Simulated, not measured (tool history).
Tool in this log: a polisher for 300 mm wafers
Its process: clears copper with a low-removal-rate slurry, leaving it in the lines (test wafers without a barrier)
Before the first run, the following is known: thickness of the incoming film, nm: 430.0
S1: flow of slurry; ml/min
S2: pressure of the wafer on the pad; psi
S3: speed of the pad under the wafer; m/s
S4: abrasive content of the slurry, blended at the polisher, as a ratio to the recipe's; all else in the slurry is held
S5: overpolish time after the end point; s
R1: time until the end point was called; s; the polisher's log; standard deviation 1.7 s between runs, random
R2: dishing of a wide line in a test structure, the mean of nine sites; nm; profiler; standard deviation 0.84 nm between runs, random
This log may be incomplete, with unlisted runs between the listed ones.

{"run": 1, "hour": 0.0, "S1": 125, "S2": 3.7, "S3": 1.1, "S4": 1, "S5": 26, "R1": 92.728, "R2": 65.046}
{"run": 2, "hour": 6.5, "S1": 105, "S2": 3.7, "S3": 1.1, "S4": 1, "S5": 26, "R1": 95.563, "R2": 64.313}
{"run": 3, "hour": 8.4, "S1": 105, "S2": 3.7, "S3": 0.96, "S4": 1, "S5": 26, "R1": 108.66, "R2": 58.883}
{"run": 4, "hour": 12.0, "S1": 105, "S2": 3.7, "S3": 0.96, "S4": 1, "S5": 35, "R1": 111.37, "R2": 68.749}
{"run": 5, "hour": 19.2, "S1": 105, "S2": 3.7, "S3": 1.14, "S4": 1, "S5": 35, "R1": 93.521, "R2": 76.7}
{"run": 6, "hour": 20.9, "S1": 105, "S2": 3.7, "S3": 1.14, "S4": 1.2, "S5": 35, "R1": 88.129, "R2": 78.496}
{"run": 7, "hour": 24.7, "S1": 105, "S2": 3.4, "S3": 1.14, "S4": 1.2, "S5": 35, "R1": 92.746, "R2": 75.414}
{"run": 8, "hour": 30.0, "S1": 105, "S2": 3.2, "S3": 1.12, "S4": 1.2, "S5": 35, "R1": 100.47, "R2": 72.983}
{"run": 9, "hour": 38.9, "S1": 105, "S2": 3, "S3": 1.1, "S4": 1.2, "S5": 34, "R1": 107.52, "R2": 69.066}

Run 10 is up next; what results do you expect?
{"run": 10, "hour": 44.0, "S1": 95, "S2": 2, "S3": 1.02, "S4": 1.2, "S5": 31, "R1": "?", "R2": "?"}

{"run 10": {"R1": 154.94, "R2": 49.006}}

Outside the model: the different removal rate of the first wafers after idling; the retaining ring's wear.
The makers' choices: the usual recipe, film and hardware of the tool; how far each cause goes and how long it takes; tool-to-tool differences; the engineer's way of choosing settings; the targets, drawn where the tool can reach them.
